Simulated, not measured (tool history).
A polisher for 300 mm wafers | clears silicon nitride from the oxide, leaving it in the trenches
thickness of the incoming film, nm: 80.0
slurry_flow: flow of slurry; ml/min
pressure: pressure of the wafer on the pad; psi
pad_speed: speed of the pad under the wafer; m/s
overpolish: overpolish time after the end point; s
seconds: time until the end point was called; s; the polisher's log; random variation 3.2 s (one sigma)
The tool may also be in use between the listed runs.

| run | hour | slurry_flow | pressure | pad_speed | overpolish | seconds |
|---|---|---|---|---|---|---|
| 1 | 0.0 | 265 | 2.4 | 0.90 | 7 | 122.34 |
| 2 | 4.8 | 325 | 2.4 | 0.90 | 7 | 123.86 |
| 3 | 8.4 | 325 | 2.2 | 0.90 | 7 | 132.36 |
| 4 | 11.0 | 255 | 2.2 | 0.90 | 7 | 137.87 |
|  | 19.9 | head pressure recalibrated |
| 5 | 19.9 | 255 | 2.0 | 0.90 | 7 | 136.37 |
| 6 | 27.7 | 255 | 2.0 | 1.04 | 7 | 123.69 |

Forecast run 7:
| 7 | 34.4 | 255 | 1.8 | 0.98 | 7 | ? |

{"run 7": {"seconds": 140.75}}

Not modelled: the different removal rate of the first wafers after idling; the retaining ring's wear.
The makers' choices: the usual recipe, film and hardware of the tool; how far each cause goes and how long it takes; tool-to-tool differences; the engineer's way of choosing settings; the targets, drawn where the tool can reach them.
